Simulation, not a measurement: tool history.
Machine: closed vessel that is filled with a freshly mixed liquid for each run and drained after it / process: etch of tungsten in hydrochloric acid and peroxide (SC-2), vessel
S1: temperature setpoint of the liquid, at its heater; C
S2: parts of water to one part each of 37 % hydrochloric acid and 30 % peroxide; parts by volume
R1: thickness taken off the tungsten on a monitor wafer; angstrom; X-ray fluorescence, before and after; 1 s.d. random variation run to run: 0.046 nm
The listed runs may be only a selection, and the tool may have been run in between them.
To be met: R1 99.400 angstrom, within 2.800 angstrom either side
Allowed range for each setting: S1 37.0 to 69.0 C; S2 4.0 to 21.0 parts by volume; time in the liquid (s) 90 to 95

Run 1, hour 0.0: S1 53.0 C, S2 11.5 parts by volume, time in the liquid (s) 90. Result: R1 243.020 angstrom.
Run 2, hour 6.6: S1 53.0 C, S2 8.5 parts by volume, time in the liquid (s) 90. Result: R1 315.570 angstrom.
Run 3, hour 13.4: S1 53.0 C, S2 8.5 parts by volume, time in the liquid (s) 95. Result: R1 330.910 angstrom.
Run 4, hour 14.5: S1 51.5 C, S2 8.5 parts by volume, time in the liquid (s) 95. Result: R1 299.580 angstrom.
Run 5, hour 19.7: S1 51.5 C, S2 8.5 parts by volume, time in the liquid (s) 90. Result: R1 283.260 angstrom.
Run 6, hour 23.9: S1 46.0 C, S2 8.5 parts by volume, time in the liquid (s) 90. Result: R1 195.380 angstrom.
Run 7, hour 26.8: S1 45.0 C, S2 8.5 parts by volume, time in the liquid (s) 90. Result: R1 181.950 angstrom.
Run 8, hour 33.9: S1 44.0 C, S2 8.5 parts by volume, time in the liquid (s) 90. Result: R1 169.540 angstrom.
Run 9, hour 39.1: S1 37.0 C, S2 9.5 parts by volume, time in the liquid (s) 90. Result: R1 95.237 angstrom.

Which of these 5 next moves meets every target?
Run A, hour 44.3: S1 38.5 C, S2 11.5 parts by volume, time in the liquid (s) 95. Result: R1 ?.
Run B, hour 44.3: S1 40.0 C, S2 11.5 parts by volume, time in the liquid (s) 95. Result: R1 ?.
Run C, hour 44.3: S1 38.5 C, S2 12.0 parts by volume, time in the liquid (s) 95. Result: R1 ?.
Run D, hour 44.3: S1 41.0 C, S2 13.5 parts by volume, time in the liquid (s) 90. Result: R1 ?.
Run E, hour 44.3: S1 37.0 C, S2 9.5 parts by volume, time in the liquid (s) 95. Result: R1 ?.

move       R1
   A   95.548
   B  106.340
   C   92.135
   D   94.179
   E  100.680
A: better than the last run, though not everything is in spec
B: carries the result that was furthest off beyond its target, to the other side
C: moves away from the targets compared with the last run
D: moves away from the targets compared with the last run
E: meets every target
Move E is the one to make.

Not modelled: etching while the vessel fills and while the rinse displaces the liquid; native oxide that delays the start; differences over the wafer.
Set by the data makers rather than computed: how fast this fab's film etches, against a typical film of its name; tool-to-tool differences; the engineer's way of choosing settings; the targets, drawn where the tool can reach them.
